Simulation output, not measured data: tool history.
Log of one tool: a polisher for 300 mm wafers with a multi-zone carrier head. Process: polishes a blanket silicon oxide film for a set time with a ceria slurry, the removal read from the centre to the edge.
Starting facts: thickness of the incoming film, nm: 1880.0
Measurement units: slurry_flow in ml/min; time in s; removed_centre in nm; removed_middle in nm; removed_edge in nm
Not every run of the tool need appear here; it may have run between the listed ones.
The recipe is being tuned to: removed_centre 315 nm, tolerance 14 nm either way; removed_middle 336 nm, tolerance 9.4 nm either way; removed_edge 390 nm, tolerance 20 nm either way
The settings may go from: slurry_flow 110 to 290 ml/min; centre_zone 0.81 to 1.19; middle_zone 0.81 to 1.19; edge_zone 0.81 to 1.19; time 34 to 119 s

run,hour,slurry_flow,centre_zone,middle_zone,edge_zone,time,removed_centre,removed_middle,removed_edge
1,0,185,1,1,1,76,571.93,575.55,581.97
2,6.3,185,1.06,1,1,76,594.16,572.83,576.82
3,12.1,205,1.06,1,1,76,608.56,584.24,600.99
4,19.8,205,1.1,1,1,76,628.06,593.86,582.35
5,22.1,205,1.1,1,0.96,76,647.04,590.36,586.72
6,24.8,190,1.05,0.98,1,69,549.55,515.72,542.69
7,31.3,175,1,0.98,1.01,62,452.97,462.34,480.74
8,34.1,165,0.97,0.96,1.01,59,409.87,420.3,458.43

Consider the 5 candidate settings below. Which is the only one whose results all fall within their allowed miss of target?
A,36.9,150,1.14,1.15,0.85,55,?,?,?
B,36.9,190,0.88,0.92,1.11,47,?,?,?
C,36.9,220,1.15,1.01,0.84,58,?,?,?
D,36.9,160,1.13,0.86,0.94,56,?,?,?
E,36.9,155,0.86,1.13,1.01,45,?,?,?

move,removed_centre,removed_middle,removed_edge
A,456.56,452.57,386.2
B,315.57,334.8,387.83
C,523.87,456.97,425.9
D,466.59,365.27,417.06
E,283.35,367.59,344.07
A: its largest miss is bigger than the last run's
B: every result lands within tolerance
C: its largest miss is bigger than the last run's
D: its largest miss is bigger than the last run's
E: nearer the targets than the last run, but a result is still out of spec
B meets every target.
